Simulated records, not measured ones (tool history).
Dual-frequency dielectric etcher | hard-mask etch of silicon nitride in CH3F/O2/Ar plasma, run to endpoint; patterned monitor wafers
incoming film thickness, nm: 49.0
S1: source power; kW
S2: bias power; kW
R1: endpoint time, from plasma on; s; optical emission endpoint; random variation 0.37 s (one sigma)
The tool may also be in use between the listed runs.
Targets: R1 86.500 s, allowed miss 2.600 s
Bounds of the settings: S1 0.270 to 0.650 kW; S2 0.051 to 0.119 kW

run,hour,S1,S2,R1
1,0.0,0.460,0.085,66.489
2,4.7,0.420,0.079,71.060
3,12.3,0.420,0.074,71.854
4,14.4,0.460,0.074,69.224
5,16.8,0.460,0.060,73.392
6,21.7,0.390,0.060,78.528
7,29.5,0.370,0.059,81.441
8,35.9,0.360,0.058,83.317

4 next moves are on the table. One of them brings every result within its allowed miss. Which?
A,42.3,0.400,0.060,?
B,42.3,0.310,0.063,?
C,42.3,0.400,0.055,?
D,42.3,0.420,0.051,?

move,R1
A,78.240
B,87.298
C,80.034
D,79.717
A: further off than the last run
B: meets every target
C: further off than the last run
D: further off than the last run
Move B is the one to make.
